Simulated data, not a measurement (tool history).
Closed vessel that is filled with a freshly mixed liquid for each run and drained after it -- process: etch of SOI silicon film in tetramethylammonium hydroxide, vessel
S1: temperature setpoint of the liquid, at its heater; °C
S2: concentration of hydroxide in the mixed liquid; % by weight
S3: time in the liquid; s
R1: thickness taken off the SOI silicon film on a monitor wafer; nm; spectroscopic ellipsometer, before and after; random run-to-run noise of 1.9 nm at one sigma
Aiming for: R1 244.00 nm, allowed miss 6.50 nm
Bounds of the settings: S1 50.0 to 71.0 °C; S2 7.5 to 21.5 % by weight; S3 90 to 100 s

run	hour	S1	S2	S3	R1
1	0.0	58.0	14.5	90	281.87
2	5.5	61.0	14.5	90	341.79
3	9.5	59.5	14.5	90	313.96
4	17.3	58.5	14.5	90	292.56
5	21.6	58.5	16.5	90	275.13
6	29.4	53.0	16.5	90	195.13
7	32.9	54.0	16.5	90	212.15
8	34.8	54.5	16.5	90	216.06

Next run, 4 choices. One meets every target within its allowed miss, the rest don't. Which?
A	36.7	55.5	18.5	90	?
B	36.7	53.5	15.5	90	?
C	36.7	57.0	20.5	100	?
D	36.7	55.5	14.0	90	?

move	R1
A	223.34
B	209.55
C	260.80
D	250.20
A: closer than the last run, but not yet in spec
B: its largest miss is bigger than the last run's
C: takes the biggest miss from the last run beyond its target
D: all results in spec
Go with D: it meets all targets.

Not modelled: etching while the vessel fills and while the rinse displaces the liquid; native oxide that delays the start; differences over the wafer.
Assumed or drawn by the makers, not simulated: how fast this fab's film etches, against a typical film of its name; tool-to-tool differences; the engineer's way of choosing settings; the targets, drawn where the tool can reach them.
